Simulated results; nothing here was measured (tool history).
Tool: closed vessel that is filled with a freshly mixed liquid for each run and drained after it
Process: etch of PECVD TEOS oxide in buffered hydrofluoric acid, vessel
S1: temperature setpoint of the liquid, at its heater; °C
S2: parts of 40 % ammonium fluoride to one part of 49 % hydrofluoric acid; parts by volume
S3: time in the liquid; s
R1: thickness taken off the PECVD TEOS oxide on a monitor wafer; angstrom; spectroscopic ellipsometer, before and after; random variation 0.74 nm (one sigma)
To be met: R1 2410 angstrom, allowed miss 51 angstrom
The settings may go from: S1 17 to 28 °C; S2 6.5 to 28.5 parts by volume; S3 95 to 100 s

run  hour    S1    S2  S3      R1
  1     0    20  17.5  95  1001.6
  2   7.5    20    13  95    1341
  3   8.9    21  12.5  95  1466.6
  4  12.1    22  12.5  95  1563.5
  5  20.2    22    10  95  1928.9
  6  26.5    21    10  95  1839.1
  7  34.2  21.5    10  95  1874.5
  8  36.7    22    10  95  1938.9
  9  42.6  22.5    10  95  1980.5
 10  49.1    23    10  95  2046.3
 11  57.5    23    10  95  2030.3

4 next moves are on the table. One of them brings every result within its allowed miss. Which?
  A  65.9    18  6.5  100   ?
  B  65.9    23    9   95   ?
  C  65.9  18.5  7.5  100   ?
  D  65.9    24  8.5  100   ?

move      R1
   A  2431.5
   B  2180.2
   C  2176.8
   D  2579.1
A: meets every target
B: nearer than the last run, and not there yet
C: nearer than the last run, and not there yet
D: takes the result that was furthest off past its target
Move A is the one to make.

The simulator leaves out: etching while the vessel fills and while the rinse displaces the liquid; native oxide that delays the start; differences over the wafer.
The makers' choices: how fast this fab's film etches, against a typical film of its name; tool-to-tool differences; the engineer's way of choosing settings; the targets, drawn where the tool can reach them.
